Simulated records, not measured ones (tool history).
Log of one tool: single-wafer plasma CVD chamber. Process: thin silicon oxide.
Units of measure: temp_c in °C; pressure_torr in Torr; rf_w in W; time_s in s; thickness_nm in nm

{"run": 1, "hour": 0.0, "temp_c": 385, "pressure_torr": 0.764, "rf_w": 370, "time_s": 7.6, "thickness_nm": 15.272}
{"run": 2, "hour": 8.5, "temp_c": 376, "pressure_torr": 0.764, "rf_w": 370, "time_s": 7.6, "thickness_nm": 15.312}
{"run": 3, "hour": 17.2, "temp_c": 376, "pressure_torr": 0.788, "rf_w": 370, "time_s": 7.6, "thickness_nm": 15.719}
{"run": 4, "hour": 19.5, "temp_c": 376, "pressure_torr": 0.809, "rf_w": 370, "time_s": 7.6, "thickness_nm": 16.22}
{"run": 5, "hour": 22.0, "temp_c": 376, "pressure_torr": 0.823, "rf_w": 370, "time_s": 7.6, "thickness_nm": 16.537}
{"hour": 26.6, "done": "RF generator calibrated"}
{"run": 6, "hour": 26.6, "temp_c": 376, "pressure_torr": 0.834, "rf_w": 370, "time_s": 7.6, "thickness_nm": 16.838}
{"run": 7, "hour": 32.8, "temp_c": 376, "pressure_torr": 0.842, "rf_w": 370, "time_s": 7.6, "thickness_nm": 17.003}
{"run": 8, "hour": 40.3, "temp_c": 376, "pressure_torr": 0.842, "rf_w": 370, "time_s": 7.6, "thickness_nm": 17.035}
{"run": 9, "hour": 46.2, "temp_c": 376, "pressure_torr": 0.848, "rf_w": 370, "time_s": 7.6, "thickness_nm": 17.004}

Run 10, settings as shown, results not yet in. Your forecast:
{"run": 10, "hour": 50.5, "temp_c": 376, "pressure_torr": 0.855, "rf_w": 370, "time_s": 7.6, "thickness_nm": "?"}

thickness_nm: 17.170 nm

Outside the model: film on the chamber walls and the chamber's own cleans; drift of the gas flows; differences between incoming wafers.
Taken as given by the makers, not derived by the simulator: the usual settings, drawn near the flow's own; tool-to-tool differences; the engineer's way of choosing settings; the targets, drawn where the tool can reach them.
